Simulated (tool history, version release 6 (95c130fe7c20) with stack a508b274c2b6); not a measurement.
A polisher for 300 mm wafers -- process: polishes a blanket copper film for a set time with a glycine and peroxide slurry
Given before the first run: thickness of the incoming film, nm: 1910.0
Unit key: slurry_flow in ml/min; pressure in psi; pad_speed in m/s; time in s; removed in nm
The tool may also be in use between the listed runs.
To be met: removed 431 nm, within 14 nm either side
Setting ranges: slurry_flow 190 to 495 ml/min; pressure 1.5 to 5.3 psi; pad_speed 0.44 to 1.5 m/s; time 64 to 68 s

run 1 hour=0 | slurry_flow=320 pressure=3.4 pad_speed=0.96 time=64 | removed=375.99
run 2 hour=8 | slurry_flow=320 pressure=3.6 pad_speed=0.96 time=64 | removed=386.07
run 3 hour=12.8 | slurry_flow=320 pressure=3.8 pad_speed=0.96 time=64 | removed=406.69
run 4 hour=21.5 | slurry_flow=320 pressure=2.9 pad_speed=0.96 time=64 | removed=328.08
run 5 hour=28.6 | slurry_flow=320 pressure=3.4 pad_speed=0.96 time=64 | removed=368.7
run 6 hour=36.9 | slurry_flow=320 pressure=3.6 pad_speed=0.96 time=64 | removed=391.33
run 7 hour=43.7 | slurry_flow=320 pressure=3.7 pad_speed=0.96 time=64 | removed=408.55
run 8 hour=51.2 | slurry_flow=320 pressure=3.8 pad_speed=0.96 time=64 | removed=407.38

Of the 5 settings listed for the next run, only one would bring every result within its allowed miss of target. Which one?
run A hour=58.7 | slurry_flow=330 pressure=3.8 pad_speed=1.02 time=68 | removed=?
run B hour=58.7 | slurry_flow=305 pressure=3.4 pad_speed=0.96 time=65 | removed=?
run C hour=58.7 | slurry_flow=330 pressure=3.8 pad_speed=1.02 time=64 | removed=?
run D hour=58.7 | slurry_flow=295 pressure=4 pad_speed=0.88 time=64 | removed=?
run E hour=58.7 | slurry_flow=340 pressure=3.9 pad_speed=0.9 time=64 | removed=?

move=A removed=470.2
move=B removed=385.07
move=C removed=442.54
move=D removed=402.99
move=E removed=407.35
A: takes the biggest miss from the last run beyond its target
B: further off than the last run
C: in spec on every target
D: further off than the last run
E: as far off as the last run
C meets every target.
